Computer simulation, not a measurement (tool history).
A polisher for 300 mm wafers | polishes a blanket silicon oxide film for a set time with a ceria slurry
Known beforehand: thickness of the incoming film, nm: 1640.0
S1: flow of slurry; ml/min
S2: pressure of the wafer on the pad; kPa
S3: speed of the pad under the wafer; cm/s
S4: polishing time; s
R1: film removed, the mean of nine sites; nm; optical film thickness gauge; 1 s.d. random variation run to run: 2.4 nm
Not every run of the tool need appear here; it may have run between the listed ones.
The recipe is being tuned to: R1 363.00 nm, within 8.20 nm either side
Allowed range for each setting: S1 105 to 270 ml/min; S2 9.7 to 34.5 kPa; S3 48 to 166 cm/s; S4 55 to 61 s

| run | day | S1 | S2 | S3 | S4 | R1 |
|---|---|---|---|---|---|---|
| 1 | 0.000 | 175 | 22.1 | 106 | 61 | 271.98 |
| 2 | 0.371 | 145 | 22.1 | 106 | 61 | 255.36 |
| 3 | 0.658 | 145 | 22.1 | 106 | 61 | 260.51 |
| 4 | 0.896 | 145 | 24.1 | 106 | 61 | 271.09 |
| 5 | 1.058 | 180 | 24.1 | 106 | 61 | 288.39 |
| 6 | 1.104 | 180 | 24.1 | 106 | 61 | 288.95 |
| 7 | 1.171 | 200 | 25.5 | 106 | 61 | 306.90 |
| 8 | 1.338 | 200 | 30.3 | 106 | 61 | 346.39 |

Next run, 5 choices. One meets every target within its allowed miss, the rest don't. Which?
| A | 1.504 | 190 | 33.8 | 100 | 57 | ? |
| B | 1.504 | 215 | 31.0 | 118 | 57 | ? |
| C | 1.504 | 185 | 31.7 | 102 | 58 | ? |
| D | 1.504 | 200 | 29.0 | 114 | 60 | ? |
| E | 1.504 | 185 | 27.6 | 104 | 61 | ? |

| move | R1 |
|---|---|
| A | 327.60 |
| B | 360.87 |
| C | 321.77 |
| D | 347.40 |
| E | 312.81 |
A: its largest miss is bigger than the last run's
B: meets every target
C: its largest miss is bigger than the last run's
D: closer than the last run, but not yet in spec
E: its largest miss is bigger than the last run's
B is the move that brings every result within its allowed miss.
